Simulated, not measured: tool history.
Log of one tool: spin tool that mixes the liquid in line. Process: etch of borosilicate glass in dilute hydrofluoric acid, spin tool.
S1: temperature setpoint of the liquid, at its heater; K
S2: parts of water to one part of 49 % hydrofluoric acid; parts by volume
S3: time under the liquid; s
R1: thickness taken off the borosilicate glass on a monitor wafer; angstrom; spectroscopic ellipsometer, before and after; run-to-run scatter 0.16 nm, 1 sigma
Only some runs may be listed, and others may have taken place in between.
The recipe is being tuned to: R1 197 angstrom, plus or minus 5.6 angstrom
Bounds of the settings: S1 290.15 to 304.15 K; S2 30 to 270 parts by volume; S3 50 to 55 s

| run | day | S1 | S2 | S3 | R1 |
|---|---|---|---|---|---|
| 1 | 0 | 296.15 | 150 | 50 | 91.66 |
| 2 | 0.221 | 296.15 | 150 | 55 | 100.55 |
| 3 | 0.275 | 292.65 | 150 | 55 | 86.967 |
| 4 | 0.554 | 294.65 | 145 | 55 | 98.142 |
| 5 | 0.767 | 294.65 | 180 | 55 | 76.602 |
| 6 | 0.883 | 296.15 | 165 | 55 | 89.883 |
| 7 | 0.975 | 296.15 | 165 | 55 | 90.398 |
| 8 | 1.246 | 296.15 | 165 | 55 | 88.236 |
| 9 | 1.471 | 297.65 | 150 | 55 | 104.11 |
| 10 | 1.767 | 298.65 | 140 | 55 | 117.92 |
| 11 | 2.038 | 299.65 | 130 | 55 | 135.05 |
| 12 | 2.171 | 300.65 | 125 | 55 | 145.49 |
| 13 | 2.262 | 304.15 | 95 | 55 | 229.92 |
| 14 | 2.529 | 303.65 | 95 | 55 | 228.97 |
| 15 | 2.808 | 299.65 | 100 | 55 | 181.92 |
| 16 | 3 | 300.15 | 100 | 55 | 184.26 |
| 17 | 3.358 | 300.65 | 100 | 55 | 191.09 |

Next run, 4 choices. One meets every target within its allowed miss, the rest don't. Which?
| A | 3.717 | 302.65 | 95 | 50 | ? |
| B | 3.717 | 301.65 | 105 | 55 | ? |
| C | 3.717 | 299.15 | 90 | 50 | ? |
| D | 3.717 | 298.15 | 85 | 50 | ? |

| move | R1 |
|---|---|
| A | 195.49 |
| B | 184.76 |
| C | 181.55 |
| D | 186 |
A: every result within its allowed miss
B: misses by more than the last run did
C: misses by more than the last run did
D: misses by more than the last run did
Move A is the one to make.

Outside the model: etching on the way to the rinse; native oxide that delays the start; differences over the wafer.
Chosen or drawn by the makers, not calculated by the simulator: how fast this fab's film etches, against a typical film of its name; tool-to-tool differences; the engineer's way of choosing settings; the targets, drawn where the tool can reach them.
